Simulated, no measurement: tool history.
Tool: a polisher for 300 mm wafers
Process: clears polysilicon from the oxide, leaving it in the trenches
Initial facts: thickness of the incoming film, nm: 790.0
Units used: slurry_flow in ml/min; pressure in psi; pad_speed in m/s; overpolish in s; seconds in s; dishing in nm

run	hour	slurry_flow	pressure	pad_speed	overpolish	seconds	dishing
1	0	125	2	1.06	15	70.086	60.36
2	1.7	120	1.9	1.06	13	74.55	54.34
3	4.4	120	1.6	1.06	13	86.681	51.199
4	8	105	1.6	1.06	13	91.805	51.908
5	11.9	105	1.6	1.06	12	91.415	49.929
6	20.7	105	1.6	1.06	6	90.074	32.683

Run 7 has not been measured yet. What should we expect?
7	26.7	105	1.6	1.06	7	?	?

Run 7 measured seconds 92.48 s, dishing 35.917 nm.

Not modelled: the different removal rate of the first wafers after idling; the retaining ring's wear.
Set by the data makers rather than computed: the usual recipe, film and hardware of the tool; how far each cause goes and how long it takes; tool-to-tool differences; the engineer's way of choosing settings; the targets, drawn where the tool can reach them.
